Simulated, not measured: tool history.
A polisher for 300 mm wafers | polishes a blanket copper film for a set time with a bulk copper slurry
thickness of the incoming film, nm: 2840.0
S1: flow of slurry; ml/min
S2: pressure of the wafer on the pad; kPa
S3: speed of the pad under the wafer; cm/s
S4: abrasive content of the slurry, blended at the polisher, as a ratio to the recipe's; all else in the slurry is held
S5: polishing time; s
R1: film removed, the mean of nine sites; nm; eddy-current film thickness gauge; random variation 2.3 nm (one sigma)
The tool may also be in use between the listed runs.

{"run": 1, "hour": 0.0, "S1": 135, "S2": 13.1, "S3": 84, "S4": 1, "S5": 28, "R1": 145.54}
{"run": 2, "hour": 8.9, "S1": 140, "S2": 13.8, "S3": 84, "S4": 1, "S5": 28, "R1": 151.44}
{"run": 3, "hour": 9.5, "S1": 140, "S2": 13.8, "S3": 68, "S4": 1, "S5": 28, "R1": 127.59}
{"run": 4, "hour": 14.9, "S1": 140, "S2": 15.2, "S3": 68, "S4": 1, "S5": 28, "R1": 136.43}
{"run": 5, "hour": 22.2, "S1": 140, "S2": 15.9, "S3": 70, "S4": 1, "S5": 28, "R1": 148.66}
{"run": 6, "hour": 26.0, "S1": 140, "S2": 15.9, "S3": 54, "S4": 1, "S5": 28, "R1": 116.79}
{"run": 7, "hour": 33.9, "S1": 145, "S2": 16.5, "S3": 58, "S4": 1, "S5": 28, "R1": 132.73}
{"run": 8, "hour": 40.4, "S1": 150, "S2": 17.2, "S3": 60, "S4": 1, "S5": 28, "R1": 139.89}
{"run": 9, "hour": 41.0, "S1": 150, "S2": 17.9, "S3": 64, "S4": 1, "S5": 28, "R1": 152.38}
{"run": 10, "hour": 48.8, "S1": 150, "S2": 18.6, "S3": 66, "S4": 1, "S5": 28, "R1": 163.41}
{"run": 11, "hour": 50.1, "S1": 150, "S2": 19.3, "S3": 68, "S4": 1, "S5": 28, "R1": 177.52}
{"run": 12, "hour": 51.3, "S1": 150, "S2": 19.3, "S3": 70, "S4": 1, "S5": 28, "R1": 181.17}
{"run": 13, "hour": 60.0, "S1": 150, "S2": 19.3, "S3": 72, "S4": 1, "S5": 28, "R1": 186.55}
{"run": 14, "hour": 63.7, "S1": 150, "S2": 19.3, "S3": 74, "S4": 1, "S5": 28, "R1": 191.53}

Run 15 comes next. What will it give?
{"run": 15, "hour": 72.6, "S1": 150, "S2": 20, "S3": 76, "S4": 1, "S5": 28, "R1": "?"}

R1: 201.05 nm
